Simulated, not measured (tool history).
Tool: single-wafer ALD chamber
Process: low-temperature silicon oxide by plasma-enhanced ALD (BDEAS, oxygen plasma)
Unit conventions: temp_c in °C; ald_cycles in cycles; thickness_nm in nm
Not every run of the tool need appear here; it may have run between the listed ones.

{"run": 1, "hour": 0.0, "temp_c": 90, "ald_cycles": 18, "thickness_nm": 2.712}
{"run": 2, "hour": 8.1, "temp_c": 95, "ald_cycles": 18, "thickness_nm": 2.6652}
{"run": 3, "hour": 12.4, "temp_c": 84, "ald_cycles": 18, "thickness_nm": 2.71}
{"run": 4, "hour": 18.7, "temp_c": 91, "ald_cycles": 17, "thickness_nm": 2.5171}
{"run": 5, "hour": 21.2, "temp_c": 91, "ald_cycles": 16, "thickness_nm": 2.3747}
{"run": 6, "hour": 27.1, "temp_c": 82, "ald_cycles": 16, "thickness_nm": 2.4502}
{"run": 7, "hour": 31.2, "temp_c": 85, "ald_cycles": 15, "thickness_nm": 2.2871}
{"run": 8, "hour": 35.1, "temp_c": 85, "ald_cycles": 15, "thickness_nm": 2.2756}

The next listed run, before its measurement:
{"run": 9, "hour": 39.1, "temp_c": 87, "ald_cycles": 15, "thickness_nm": "?"}

Run 9 measured thickness_nm 2.2496 nm.
